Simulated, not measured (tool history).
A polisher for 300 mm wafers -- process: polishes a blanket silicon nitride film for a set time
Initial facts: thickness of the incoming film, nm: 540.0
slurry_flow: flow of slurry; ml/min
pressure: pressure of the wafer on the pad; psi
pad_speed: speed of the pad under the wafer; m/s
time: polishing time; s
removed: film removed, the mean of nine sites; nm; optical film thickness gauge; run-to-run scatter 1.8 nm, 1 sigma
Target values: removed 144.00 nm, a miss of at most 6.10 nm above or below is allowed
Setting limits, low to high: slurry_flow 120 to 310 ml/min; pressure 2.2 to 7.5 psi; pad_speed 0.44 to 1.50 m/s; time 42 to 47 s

| run | hour | slurry_flow | pressure | pad_speed | time | removed |
|---|---|---|---|---|---|---|
| 1 | 0.0 | 200 | 4.8 | 0.96 | 47 | 113.58 |
| 2 | 8.5 | 200 | 5.8 | 0.96 | 47 | 129.55 |
| 3 | 11.8 | 200 | 5.8 | 0.96 | 42 | 116.55 |
| 4 | 16.9 | 200 | 4.7 | 0.96 | 42 | 100.87 |
| 5 | 23.1 | 200 | 4.7 | 0.96 | 42 | 101.24 |
| 6 | 24.3 | 200 | 5.0 | 0.96 | 42 | 105.23 |
| 7 | 28.0 | 200 | 5.3 | 0.96 | 42 | 109.58 |
| 8 | 28.6 | 200 | 5.6 | 0.96 | 42 | 112.63 |
| 9 | 29.9 | 200 | 5.9 | 0.96 | 42 | 118.79 |
| 10 | 32.9 | 200 | 6.1 | 0.96 | 42 | 120.35 |
| 11 | 38.8 | 205 | 7.2 | 0.98 | 42 | 138.99 |

Exactly one of the 5 candidate moves below puts every result within its allowed miss. Which one?
| A | 44.7 | 220 | 6.8 | 0.98 | 42 | ? |
| B | 44.7 | 190 | 7.3 | 0.82 | 47 | ? |
| C | 44.7 | 220 | 6.7 | 0.96 | 43 | ? |
| D | 44.7 | 195 | 6.7 | 0.92 | 46 | ? |
| E | 44.7 | 175 | 6.3 | 1.18 | 42 | ? |

| move | removed |
|---|---|
| A | 133.92 |
| B | 133.93 |
| C | 133.52 |
| D | 135.98 |
| E | 143.23 |
A: misses by more than the last run did
B: misses by more than the last run did
C: misses by more than the last run did
D: misses by more than the last run did
E: all results in spec
Move E is the one to make.
